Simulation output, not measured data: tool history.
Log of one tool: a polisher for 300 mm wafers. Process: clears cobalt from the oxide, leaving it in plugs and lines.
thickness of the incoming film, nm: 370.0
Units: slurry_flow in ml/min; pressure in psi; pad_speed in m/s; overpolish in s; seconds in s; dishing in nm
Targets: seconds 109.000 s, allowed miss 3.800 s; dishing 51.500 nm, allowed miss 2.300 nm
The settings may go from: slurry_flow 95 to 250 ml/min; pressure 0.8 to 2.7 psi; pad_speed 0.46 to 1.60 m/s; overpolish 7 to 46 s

run,hour,slurry_flow,pressure,pad_speed,overpolish,seconds,dishing
1,0.0,160,1.7,1.02,24,78.455,53.991
2,8.1,160,2.0,1.02,24,71.432,58.669
3,16.6,155,1.7,1.00,27,82.551,58.122
4,20.2,155,1.7,1.00,20,82.045,49.841
5,29.1,155,1.3,1.00,20,96.136,48.104
6,34.4,155,1.3,1.10,20,88.180,48.923
7,35.2,150,1.2,1.10,22,92.306,50.991
8,38.2,145,0.8,1.10,25,112.730,47.607
9,39.9,145,0.8,1.10,26,114.100,48.799
10,43.6,150,0.8,1.10,27,112.950,51.715
11,50.0,155,0.8,1.10,26,113.800,49.116
12,51.9,155,0.8,1.10,27,113.030,49.743
13,55.2,155,0.8,1.10,28,112.810,51.224

5 next moves are on the table. One of them brings every result within its allowed miss. Which?
A,58.5,140,0.8,1.10,32,?,?
B,58.5,145,0.8,1.06,30,?,?
C,58.5,205,0.8,1.02,27,?,?
D,58.5,145,0.8,1.16,27,?,?
E,58.5,160,1.1,0.88,29,?,?

move,seconds,dishing
A,116.270,54.340
B,119.630,52.105
C,117.520,49.933
D,109.830,51.554
E,119.490,51.303
A: further off than the last run
B: further off than the last run
C: further off than the last run
D: meets every target
E: further off than the last run
Answer: D
